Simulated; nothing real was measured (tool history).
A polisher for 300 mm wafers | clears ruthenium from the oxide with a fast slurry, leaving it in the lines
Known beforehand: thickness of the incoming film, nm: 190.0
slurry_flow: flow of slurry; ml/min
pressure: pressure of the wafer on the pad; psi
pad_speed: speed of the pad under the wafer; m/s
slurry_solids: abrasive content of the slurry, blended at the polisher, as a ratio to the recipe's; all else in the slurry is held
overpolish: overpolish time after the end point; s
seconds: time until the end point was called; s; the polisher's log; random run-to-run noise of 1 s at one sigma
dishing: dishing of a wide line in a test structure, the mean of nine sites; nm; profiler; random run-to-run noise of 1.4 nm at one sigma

Run 1, hour 0.0: slurry_flow 120 ml/min, pressure 2.7 psi, pad_speed 0.88 m/s, slurry_solids 1.0, overpolish 29 s. Result: seconds 60.406 s, dishing 75.905 nm.
Run 2, hour 6.8: slurry_flow 120 ml/min, pressure 2.7 psi, pad_speed 0.88 m/s, slurry_solids 1.0, overpolish 33 s. Result: seconds 62.785 s, dishing 81.923 nm.
Run 3, hour 9.9: slurry_flow 145 ml/min, pressure 2.7 psi, pad_speed 0.88 m/s, slurry_solids 1.0, overpolish 33 s. Result: seconds 61.330 s, dishing 83.172 nm.
Run 4, hour 13.7: slurry_flow 145 ml/min, pressure 2.4 psi, pad_speed 0.88 m/s, slurry_solids 1.0, overpolish 35 s. Result: seconds 69.229 s, dishing 79.684 nm.
Run 5, hour 16.5: slurry_flow 145 ml/min, pressure 2.4 psi, pad_speed 0.80 m/s, slurry_solids 1.0, overpolish 35 s. Result: seconds 72.344 s, dishing 73.732 nm.
Run 6, hour 19.7: slurry_flow 145 ml/min, pressure 2.2 psi, pad_speed 0.80 m/s, slurry_solids 1.0, overpolish 37 s. Result: seconds 81.653 s, dishing 76.026 nm.
Run 7, hour 23.9: slurry_flow 145 ml/min, pressure 2.1 psi, pad_speed 0.80 m/s, slurry_solids 1.0, overpolish 37 s. Result: seconds 84.466 s, dishing 71.758 nm.

Expected results for the next run?
Run 8, hour 26.2: slurry_flow 145 ml/min, pressure 2.0 psi, pad_speed 0.80 m/s, slurry_solids 1.0, overpolish 37 s. Result: seconds ?, dishing ?.

Logged for run 8: seconds 86.602 s, dishing 71.216 nm.

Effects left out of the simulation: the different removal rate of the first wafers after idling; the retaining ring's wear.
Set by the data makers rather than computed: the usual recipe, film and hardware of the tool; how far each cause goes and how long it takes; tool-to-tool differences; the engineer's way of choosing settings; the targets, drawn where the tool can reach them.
